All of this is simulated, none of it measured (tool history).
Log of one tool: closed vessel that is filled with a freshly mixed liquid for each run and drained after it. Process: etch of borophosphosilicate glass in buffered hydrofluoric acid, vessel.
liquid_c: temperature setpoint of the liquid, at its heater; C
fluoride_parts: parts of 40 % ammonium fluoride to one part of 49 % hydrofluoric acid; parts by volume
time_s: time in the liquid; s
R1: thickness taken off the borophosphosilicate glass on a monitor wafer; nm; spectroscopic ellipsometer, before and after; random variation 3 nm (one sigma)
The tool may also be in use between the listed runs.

Run 1, hour 0: liquid_c 22 C, fluoride_parts 7 parts by volume, time_s 90 s. Result: R1 403.91 nm.
Run 2, hour 6.6: liquid_c 22 C, fluoride_parts 7 parts by volume, time_s 90 s. Result: R1 407.35 nm.
Run 3, hour 15.5: liquid_c 22 C, fluoride_parts 7 parts by volume, time_s 100 s. Result: R1 455.92 nm.
Run 4, hour 19.1: liquid_c 22.5 C, fluoride_parts 7 parts by volume, time_s 100 s. Result: R1 462.65 nm.
Run 5, hour 25.8: liquid_c 23 C, fluoride_parts 7 parts by volume, time_s 100 s. Result: R1 470.71 nm.
Run 6, hour 32.7: liquid_c 25.5 C, fluoride_parts 7 parts by volume, time_s 100 s. Result: R1 543.31 nm.

Run 7 comes next. What will it give?
Run 7, hour 37.3: liquid_c 25 C, fluoride_parts 7 parts by volume, time_s 100 s. Result: R1 ?.

Run 7 yielded R1 535.21 nm.

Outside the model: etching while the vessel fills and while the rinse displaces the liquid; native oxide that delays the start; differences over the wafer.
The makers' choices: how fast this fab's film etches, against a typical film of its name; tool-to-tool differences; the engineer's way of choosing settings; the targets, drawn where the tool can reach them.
